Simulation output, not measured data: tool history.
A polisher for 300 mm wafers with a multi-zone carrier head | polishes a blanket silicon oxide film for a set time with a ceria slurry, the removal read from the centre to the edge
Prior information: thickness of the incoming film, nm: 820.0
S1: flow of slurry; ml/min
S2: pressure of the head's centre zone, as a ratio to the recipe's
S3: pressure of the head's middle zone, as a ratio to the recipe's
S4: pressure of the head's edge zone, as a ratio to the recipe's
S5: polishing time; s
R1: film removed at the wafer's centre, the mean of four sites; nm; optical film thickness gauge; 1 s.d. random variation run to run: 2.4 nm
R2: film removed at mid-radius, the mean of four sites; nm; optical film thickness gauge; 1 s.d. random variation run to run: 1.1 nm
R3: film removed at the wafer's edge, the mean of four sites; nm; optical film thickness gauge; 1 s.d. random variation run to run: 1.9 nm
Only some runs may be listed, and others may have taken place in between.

run	hour	S1	S2	S3	S4	S5	R1	R2	R3
1	0	195	1	1	1	53	338.63	339.24	341.42
2	8.4	195	1	1	1	63	404.77	405.67	412.64
3	13.5	195	1	1.06	1	63	394.76	423.73	403.62
4	14.4	190	0.98	1.04	1	59	365.53	387.85	382.31
5	21.3	140	0.98	1.04	1	59	350.29	366.11	365.86
6	25.8	140	0.96	1.03	1	55	313.16	339.21	345.42
7	34.8	140	0.95	1.02	0.99	52	301.08	321.42	322.51
8	42.3	140	0.95	1.02	0.99	52	300.48	320.39	322.76
9	45.4	140	0.94	1.01	0.99	49	279.72	298.26	306.6
10	47.4	140	0.93	1	0.98	47	260.73	286.86	289.85
11	48.4	140	0.92	0.98	0.97	45	251.07	266.86	278.18

Run 12 is up next; what results do you expect?
12	53.5	140	0.91	0.97	0.96	44	?	?	?

R1: 242.19 nm
R2: 257.23 nm
R3: 274.68 nm

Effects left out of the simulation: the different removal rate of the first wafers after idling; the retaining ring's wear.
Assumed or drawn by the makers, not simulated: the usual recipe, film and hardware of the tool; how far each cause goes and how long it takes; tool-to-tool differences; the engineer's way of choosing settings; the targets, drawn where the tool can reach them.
